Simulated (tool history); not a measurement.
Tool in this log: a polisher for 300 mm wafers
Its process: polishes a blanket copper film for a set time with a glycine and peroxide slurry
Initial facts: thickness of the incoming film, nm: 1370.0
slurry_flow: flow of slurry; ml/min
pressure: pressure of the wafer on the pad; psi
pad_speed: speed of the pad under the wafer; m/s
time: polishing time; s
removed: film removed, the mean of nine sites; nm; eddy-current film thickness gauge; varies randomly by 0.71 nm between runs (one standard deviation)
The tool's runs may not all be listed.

{"run": 1, "hour": 0.0, "slurry_flow": 140, "pressure": 2, "pad_speed": 0.84, "time": 25, "removed": 79.394}
{"run": 2, "hour": 7.8, "slurry_flow": 140, "pressure": 2, "pad_speed": 0.84, "time": 25, "removed": 78.905}
{"run": 3, "hour": 13.6, "slurry_flow": 125, "pressure": 2, "pad_speed": 0.84, "time": 25, "removed": 78.006}
{"run": 4, "hour": 14.8, "slurry_flow": 125, "pressure": 2, "pad_speed": 0.84, "time": 22, "removed": 68.936}
{"run": 5, "hour": 22.8, "slurry_flow": 95, "pressure": 2, "pad_speed": 0.84, "time": 22, "removed": 65.404}
{"run": 6, "hour": 26.0, "slurry_flow": 85, "pressure": 2, "pad_speed": 0.84, "time": 22, "removed": 64.127}
{"run": 7, "hour": 32.2, "slurry_flow": 85, "pressure": 1.8, "pad_speed": 0.82, "time": 22, "removed": 59.362}

What will run 8 give?
{"run": 8, "hour": 39.9, "slurry_flow": 85, "pressure": 1.7, "pad_speed": 0.82, "time": 22, "removed": "?"}

{"run 8": {"removed": 55.718}}
